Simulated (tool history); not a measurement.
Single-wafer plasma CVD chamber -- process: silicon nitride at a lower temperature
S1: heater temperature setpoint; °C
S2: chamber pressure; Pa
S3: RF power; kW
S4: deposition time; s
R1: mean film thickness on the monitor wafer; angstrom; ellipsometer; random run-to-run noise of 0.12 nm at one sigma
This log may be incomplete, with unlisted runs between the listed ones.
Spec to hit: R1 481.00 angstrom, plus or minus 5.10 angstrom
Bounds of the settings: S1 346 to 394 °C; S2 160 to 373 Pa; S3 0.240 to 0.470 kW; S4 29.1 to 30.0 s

run  hour   S1   S2     S3    S4      R1
  1   0.0  370  267  0.355  29.1  398.11
  2   5.1  370  281  0.365  29.1  413.58
  3  13.8  370  281  0.365  29.1  414.31
  4  16.6  370  281  0.400  29.1  443.40
  5  21.6  364  281  0.400  29.1  445.61
  6  25.9  364  291  0.400  29.1  447.12
  7  27.5  364  301  0.400  29.1  453.45
  8  32.7  364  309  0.400  29.1  452.64
  9  36.9  364  317  0.400  29.1  459.36
 10  42.9  364  317  0.400  29.1  458.47
 11  44.1  364  324  0.400  29.1  459.59
 12  52.8  364  331  0.400  29.1  461.48
 13  56.4  364  331  0.400  29.1  463.00
 14  58.0  364  336  0.400  29.1  464.38
 15  58.6  364  341  0.400  29.1  466.46
 16  63.7  364  373  0.400  29.1  474.95

Which of these 4 next moves meets every target?
  A  68.8  359  373  0.380  29.8   ?
  B  68.8  366  368  0.390  29.5   ?
  C  68.8  360  361  0.400  29.6   ?
  D  68.8  365  331  0.405  29.1   ?

move      R1
   A  467.95
   B  469.63
   C  479.65
   D  466.13
A: its largest miss is bigger than the last run's
B: its largest miss is bigger than the last run's
C: in spec on every target
D: its largest miss is bigger than the last run's
Go with C: it meets all targets.

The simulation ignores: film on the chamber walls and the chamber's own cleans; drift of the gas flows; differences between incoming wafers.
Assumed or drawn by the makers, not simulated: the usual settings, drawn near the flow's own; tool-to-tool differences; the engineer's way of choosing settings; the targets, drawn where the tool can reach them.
